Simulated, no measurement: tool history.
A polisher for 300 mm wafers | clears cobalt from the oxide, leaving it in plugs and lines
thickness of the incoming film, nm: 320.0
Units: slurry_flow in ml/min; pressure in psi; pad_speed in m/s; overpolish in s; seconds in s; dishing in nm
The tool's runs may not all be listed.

run    day  slurry_flow  pressure  pad_speed  overpolish  seconds  dishing
  1      0          170       1.7          1          18   65.714   54.746
  2  0.304          170       1.9          1          18   60.341   53.711
  3  0.458          150         2       0.86          15   67.484   48.257
  4   0.55          180       1.9       0.76          12   80.087   38.742
  5  0.829          135       1.9       0.76          12   80.352   37.562
  6    1.1          125       1.9       0.68          10    91.53   30.604
  7  1.471          120       1.9       0.62           9    98.84   26.305
  8  1.779          100       2.2       0.44           5   124.83   13.465

The next listed run, before its measurement:
  9  2.079          115       2.2       0.46           5        ?        ?

seconds: 118.39 s
dishing: 14.1 nm

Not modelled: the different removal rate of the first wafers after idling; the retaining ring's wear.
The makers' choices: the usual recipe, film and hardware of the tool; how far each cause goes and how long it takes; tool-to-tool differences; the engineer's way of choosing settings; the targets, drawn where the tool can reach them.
